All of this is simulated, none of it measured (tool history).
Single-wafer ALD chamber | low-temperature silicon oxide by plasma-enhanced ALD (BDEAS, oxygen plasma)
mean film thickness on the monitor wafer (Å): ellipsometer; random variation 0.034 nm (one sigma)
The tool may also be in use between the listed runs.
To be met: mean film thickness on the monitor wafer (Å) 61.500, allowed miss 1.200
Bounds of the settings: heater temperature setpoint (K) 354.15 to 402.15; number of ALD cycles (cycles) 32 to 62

| run | day | heater temperature setpoint (K) | number of ALD cycles (cycles) | mean film thickness on the monitor wafer (Å) |
|---|---|---|---|---|
| 1 | 0.000 | 378.15 | 47 | 68.004 |
| 2 | 0.175 | 379.15 | 46 | 66.477 |
| 3 | 0.354 | 388.15 | 46 | 65.324 |
| 4 | 0.517 | 388.15 | 50 | 71.071 |
| 5 | 0.604 | 379.15 | 50 | 71.702 |
| 6 | 0.783 | 379.15 | 48 | 68.571 |
| 7 | 1.012 | 379.15 | 47 | 67.776 |
| 8 | 1.250 | 380.15 | 46 | 66.259 |
| 9 | 1.354 | 380.15 | 45 | 64.510 |
| 10 | 1.379 | 380.15 | 44 | 63.256 |

Which of these 4 next moves meets every target?
| A | 1.404 | 381.15 | 45 | ? |
| B | 1.404 | 373.15 | 44 | ? |
| C | 1.404 | 397.15 | 44 | ? |
| D | 1.404 | 370.15 | 45 | ? |

| move | mean film thickness on the monitor wafer (Å) |
|---|---|
| A | 64.163 |
| B | 63.546 |
| C | 61.120 |
| D | 65.540 |
A: further off than the last run
B: further off than the last run
C: meets every target
D: further off than the last run
The right move is C.
